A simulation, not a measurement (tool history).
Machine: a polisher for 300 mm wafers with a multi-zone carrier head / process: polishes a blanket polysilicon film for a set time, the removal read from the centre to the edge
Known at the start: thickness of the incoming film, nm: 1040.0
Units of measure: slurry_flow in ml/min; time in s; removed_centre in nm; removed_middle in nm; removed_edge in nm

run  hour  slurry_flow  centre_zone  middle_zone  edge_zone  time  removed_centre  removed_middle  removed_edge
  1   0.0          155         1.00         1.00       1.00    36          352.39          339.18        347.11
  2   4.0          150         1.02         0.98       0.96    35          347.63          330.37        332.76
  3   6.9          175         1.02         0.98       0.96    35          360.86          336.66        336.46
  4  15.1          170         1.04         0.95       0.93    33          343.06          307.49        311.45
  5  16.5          170         1.04         0.95       0.93    25          261.04          231.61        240.73
  6  20.3          180         1.07         0.97       0.96    26          287.61          245.97        252.13
  7  23.8          225         1.10         1.00       1.06    27          310.60          267.24        282.66

Estimate the outcome of run 8 from the log above:
  8  25.5          225         1.12         1.00       1.05    27               ?               ?             ?

removed_centre: 316.16 nm
removed_middle: 268.01 nm
removed_edge: 276.73 nm
